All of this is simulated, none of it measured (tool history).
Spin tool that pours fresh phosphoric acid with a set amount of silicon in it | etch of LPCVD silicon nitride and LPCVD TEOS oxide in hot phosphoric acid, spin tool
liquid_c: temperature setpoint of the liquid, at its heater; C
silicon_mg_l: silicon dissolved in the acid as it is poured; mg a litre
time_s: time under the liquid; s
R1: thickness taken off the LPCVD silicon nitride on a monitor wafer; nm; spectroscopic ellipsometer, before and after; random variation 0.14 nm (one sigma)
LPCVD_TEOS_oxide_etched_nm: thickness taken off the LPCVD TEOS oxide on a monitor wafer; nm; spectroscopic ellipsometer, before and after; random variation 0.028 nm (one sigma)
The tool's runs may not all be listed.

Run 1, hour 0: liquid_c 163 C, silicon_mg_l 21.5 mg a litre, time_s 180 s. Result: R1 16.789 nm, LPCVD_TEOS_oxide_etched_nm 0.69441 nm.
Run 2, hour 2.9: liquid_c 163 C, silicon_mg_l 21.5 mg a litre, time_s 125 s. Result: R1 11.713 nm, LPCVD_TEOS_oxide_etched_nm 0.4752 nm.
Run 3, hour 9.5: liquid_c 163.5 C, silicon_mg_l 23.5 mg a litre, time_s 140 s. Result: R1 13.403 nm, LPCVD_TEOS_oxide_etched_nm 0.54524 nm.
Run 4, hour 14.6: liquid_c 164 C, silicon_mg_l 26 mg a litre, time_s 150 s. Result: R1 14.487 nm, LPCVD_TEOS_oxide_etched_nm 0.53969 nm.
Run 5, hour 20.1: liquid_c 164.5 C, silicon_mg_l 27.5 mg a litre, time_s 160 s. Result: R1 15.771 nm, LPCVD_TEOS_oxide_etched_nm 0.54113 nm.
Run 6, hour 24: liquid_c 165 C, silicon_mg_l 28 mg a litre, time_s 170 s. Result: R1 17.092 nm, LPCVD_TEOS_oxide_etched_nm 0.60044 nm.
Run 7, hour 30.6: liquid_c 165.5 C, silicon_mg_l 28.5 mg a litre, time_s 180 s. Result: R1 18.259 nm, LPCVD_TEOS_oxide_etched_nm 0.61827 nm.
Run 8, hour 38.3: liquid_c 166 C, silicon_mg_l 29 mg a litre, time_s 190 s. Result: R1 19.684 nm, LPCVD_TEOS_oxide_etched_nm 0.72515 nm.
Run 9, hour 43.4: liquid_c 166 C, silicon_mg_l 30 mg a litre, time_s 195 s. Result: R1 20.24 nm, LPCVD_TEOS_oxide_etched_nm 0.69333 nm.
Run 10, hour 50.1: liquid_c 166 C, silicon_mg_l 30.5 mg a litre, time_s 200 s. Result: R1 20.861 nm, LPCVD_TEOS_oxide_etched_nm 0.71985 nm.
Run 11, hour 54.9: liquid_c 166 C, silicon_mg_l 31 mg a litre, time_s 205 s. Result: R1 21.302 nm, LPCVD_TEOS_oxide_etched_nm 0.71036 nm.
Run 12, hour 55.4: liquid_c 166 C, silicon_mg_l 31 mg a litre, time_s 205 s. Result: R1 21.205 nm, LPCVD_TEOS_oxide_etched_nm 0.71699 nm.
Run 13, hour 61.6: liquid_c 166 C, silicon_mg_l 31.5 mg a litre, time_s 210 s. Result: R1 21.642 nm, LPCVD_TEOS_oxide_etched_nm 0.72099 nm.
Run 14, hour 63: liquid_c 166 C, silicon_mg_l 32 mg a litre, time_s 215 s. Result: R1 22.243 nm, LPCVD_TEOS_oxide_etched_nm 0.67038 nm.
Run 15, hour 71.3: liquid_c 166 C, silicon_mg_l 32 mg a litre, time_s 220 s. Result: R1 22.714 nm, LPCVD_TEOS_oxide_etched_nm 0.7709 nm.
Run 16, hour 72.7: liquid_c 166 C, silicon_mg_l 32.5 mg a litre, time_s 225 s. Result: R1 23.181 nm, LPCVD_TEOS_oxide_etched_nm 0.73958 nm.
Run 17, hour 74.3: liquid_c 166 C, silicon_mg_l 33 mg a litre, time_s 230 s. Result: R1 23.643 nm, LPCVD_TEOS_oxide_etched_nm 0.7601 nm.
Run 18, hour 80.9: liquid_c 168 C, silicon_mg_l 37.5 mg a litre, time_s 265 s. Result: R1 29.388 nm, LPCVD_TEOS_oxide_etched_nm 0.76595 nm.

Run 19 comes next. What will it give?
Run 19, hour 86.9: liquid_c 168 C, silicon_mg_l 37.5 mg a litre, time_s 265 s. Result: R1 ?, LPCVD_TEOS_oxide_etched_nm ?.

{"run 19": {"R1": 29.264, "LPCVD_TEOS_oxide_etched_nm": 0.7768}}

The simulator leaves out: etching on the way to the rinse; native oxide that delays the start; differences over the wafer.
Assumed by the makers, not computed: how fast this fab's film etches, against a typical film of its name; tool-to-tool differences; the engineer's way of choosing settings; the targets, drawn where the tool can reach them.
